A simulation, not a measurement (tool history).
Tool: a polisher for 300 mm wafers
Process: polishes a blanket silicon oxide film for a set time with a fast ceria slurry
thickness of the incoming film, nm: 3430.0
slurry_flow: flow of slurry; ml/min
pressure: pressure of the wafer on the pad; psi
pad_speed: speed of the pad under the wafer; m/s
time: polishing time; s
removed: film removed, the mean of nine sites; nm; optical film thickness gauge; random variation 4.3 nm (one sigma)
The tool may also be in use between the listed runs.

Run 1, hour 0: slurry_flow 305 ml/min, pressure 2.4 psi, pad_speed 1.12 m/s, time 20 s. Result: removed 380.94 nm.
Run 2, hour 7.3: slurry_flow 345 ml/min, pressure 2.4 psi, pad_speed 1.12 m/s, time 20 s. Result: removed 384.07 nm.
Run 3, hour 10: slurry_flow 345 ml/min, pressure 2.7 psi, pad_speed 1.12 m/s, time 20 s. Result: removed 430.51 nm.
Run 4, hour 17.1: slurry_flow 345 ml/min, pressure 2.7 psi, pad_speed 1.12 m/s, time 18 s. Result: removed 383.57 nm.
Run 5, hour 24.8: slurry_flow 345 ml/min, pressure 3 psi, pad_speed 1.18 m/s, time 18 s. Result: removed 448.67 nm.
Run 6, hour 28.4: slurry_flow 345 ml/min, pressure 3 psi, pad_speed 1.38 m/s, time 18 s. Result: removed 497.9 nm.
Run 7, hour 35.6: slurry_flow 345 ml/min, pressure 3.2 psi, pad_speed 1.38 m/s, time 18 s. Result: removed 532.75 nm.
Run 8, hour 37: slurry_flow 345 ml/min, pressure 3.3 psi, pad_speed 1.38 m/s, time 18 s. Result: removed 548.87 nm.

The next listed run, before its measurement:
Run 9, hour 45.7: slurry_flow 355 ml/min, pressure 3.6 psi, pad_speed 1.38 m/s, time 18 s. Result: removed ?.

{"run 9": {"removed": 590.01}}
